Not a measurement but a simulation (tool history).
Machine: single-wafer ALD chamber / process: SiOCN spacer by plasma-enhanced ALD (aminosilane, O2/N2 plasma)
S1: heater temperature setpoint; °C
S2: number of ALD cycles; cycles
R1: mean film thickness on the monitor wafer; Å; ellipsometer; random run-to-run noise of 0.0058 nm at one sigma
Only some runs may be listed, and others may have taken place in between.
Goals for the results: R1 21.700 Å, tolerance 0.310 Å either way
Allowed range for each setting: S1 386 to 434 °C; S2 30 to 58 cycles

run 1 day=0.000 | S1=410 S2=44 | R1=26.375
run 2 day=0.100 | S1=414 S2=43 | R1=25.425
run 3 day=0.225 | S1=414 S2=48 | R1=28.407
run 4 day=0.412 | S1=422 S2=48 | R1=27.736
run 5 day=0.588 | S1=422 S2=53 | R1=30.745
run 6 day=0.808 | S1=422 S2=58 | R1=33.477
run 7 day=0.883 | S1=425 S2=53 | R1=30.285
run 8 day=0.975 | S1=425 S2=53 | R1=30.523
run 9 day=1.008 | S1=427 S2=49 | R1=27.832
run 10 day=1.292 | S1=429 S2=46 | R1=26.080

Exercise: of the 4 proposed moves below, exactly one satisfies all targets within the stated allowed misses. Which move is it?
run A day=1.575 | S1=421 S2=36 | R1=?
run B day=1.575 | S1=422 S2=36 | R1=?
run C day=1.575 | S1=432 S2=55 | R1=?
run D day=1.575 | S1=434 S2=39 | R1=?

move=A R1=20.839
move=B R1=20.780
move=C R1=30.847
move=D R1=21.746
A: takes the result that was furthest off past its target
B: takes the result that was furthest off past its target
C: the biggest miss grows against the last run
D: all results land within tolerance of their targets
Go with D: it meets all targets.
